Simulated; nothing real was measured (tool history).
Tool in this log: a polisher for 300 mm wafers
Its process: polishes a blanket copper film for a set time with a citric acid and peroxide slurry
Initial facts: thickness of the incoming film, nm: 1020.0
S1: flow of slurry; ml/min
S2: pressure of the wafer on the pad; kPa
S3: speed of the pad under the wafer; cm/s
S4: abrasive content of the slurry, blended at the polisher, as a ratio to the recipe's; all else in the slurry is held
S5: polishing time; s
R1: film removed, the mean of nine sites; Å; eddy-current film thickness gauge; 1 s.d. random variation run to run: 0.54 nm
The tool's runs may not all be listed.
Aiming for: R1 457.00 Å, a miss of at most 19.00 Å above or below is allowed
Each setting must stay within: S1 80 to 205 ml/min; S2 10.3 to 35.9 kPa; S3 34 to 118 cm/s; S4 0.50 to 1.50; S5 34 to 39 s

run,day,S1,S2,S3,S4,S5,R1
1,0.000,135,22.8,76,1.00,39,628.31
2,0.121,135,22.8,88,1.00,39,727.33
3,0.267,165,22.8,88,1.00,39,730.10
4,0.429,165,20.7,88,1.00,39,681.29
5,0.471,165,18.6,88,1.00,39,635.56
6,0.708,165,18.6,88,1.00,34,546.32
7,0.979,165,17.9,88,1.00,34,531.79
8,1.179,165,17.2,88,1.00,34,508.45
9,1.442,165,16.5,88,1.00,34,506.16
10,1.479,165,15.9,88,1.00,34,477.93

Which of these 5 next moves meets every target?
A,1.517,150,14.5,84,0.95,37,?
B,1.517,205,13.8,102,0.80,36,?
C,1.517,180,17.9,84,1.05,34,?
D,1.517,170,15.2,94,1.00,34,?
E,1.517,185,14.5,90,0.95,37,?

move,R1
A,448.99
B,490.25
C,515.63
D,483.14
E,488.66
A: each result inside its tolerance
B: moves away from the targets compared with the last run
C: moves away from the targets compared with the last run
D: moves away from the targets compared with the last run
E: moves away from the targets compared with the last run
Correct choice: A, which meets every target
